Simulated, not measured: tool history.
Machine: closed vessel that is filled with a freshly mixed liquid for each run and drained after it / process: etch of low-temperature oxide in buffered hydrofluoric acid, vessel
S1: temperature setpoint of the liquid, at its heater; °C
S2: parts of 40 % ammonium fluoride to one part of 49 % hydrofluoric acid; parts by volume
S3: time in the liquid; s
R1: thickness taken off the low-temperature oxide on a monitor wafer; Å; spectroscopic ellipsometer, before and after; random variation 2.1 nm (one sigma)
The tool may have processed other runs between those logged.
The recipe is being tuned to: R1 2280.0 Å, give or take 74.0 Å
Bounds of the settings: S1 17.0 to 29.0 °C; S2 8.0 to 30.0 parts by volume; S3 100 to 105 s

run,hour,S1,S2,S3,R1
1,0.0,21.0,21.5,100,1446.2
2,9.3,21.0,21.5,100,1432.0
3,18.1,21.0,21.5,105,1522.2
4,20.3,19.5,21.5,105,1376.6
5,25.7,19.5,17.0,105,1726.6
6,29.2,19.5,17.0,105,1719.1
7,33.3,20.5,17.0,105,1809.7
8,39.0,21.5,17.0,105,1930.5
9,46.6,22.0,17.0,105,1975.7

Of the 5 settings listed for the next run, only one would bring every result within its allowed miss of target. Which one?
A,54.2,22.0,19.0,100,?
B,54.2,19.5,13.0,100,?
C,54.2,25.0,18.0,100,?
D,54.2,23.5,17.5,105,?
E,54.2,23.0,15.5,105,?

move,R1
A,1710.2
B,2161.0
C,2126.7
D,2115.3
E,2319.2
A: lands further from the targets than the last run did
B: gains on the last run, yet a result remains outside its allowed miss
C: gains on the last run, yet a result remains outside its allowed miss
D: gains on the last run, yet a result remains outside its allowed miss
E: in spec on every target
Move E is the one to make.
